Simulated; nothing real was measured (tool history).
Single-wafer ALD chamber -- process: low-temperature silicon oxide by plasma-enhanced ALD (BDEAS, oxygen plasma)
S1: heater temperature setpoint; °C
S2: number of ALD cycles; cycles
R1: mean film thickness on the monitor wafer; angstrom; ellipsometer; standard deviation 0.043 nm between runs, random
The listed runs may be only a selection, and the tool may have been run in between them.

| run | hour | S1 | S2 | R1 |
|---|---|---|---|---|
| 1 | 0 | 95 | 63 | 96.601 |
| 2 | 7 | 103 | 63 | 95.051 |
| 3 | 12.3 | 110 | 63 | 93.088 |
| 4 | 15.8 | 106 | 67 | 100.5 |
| 5 | 19.3 | 106 | 73 | 108.89 |
| 6 | 20.5 | 103 | 74 | 111.15 |

For run 7, what comes out?
| 7 | 24.1 | 101 | 75 | ? |

{"run 7": {"R1": 113.1}}
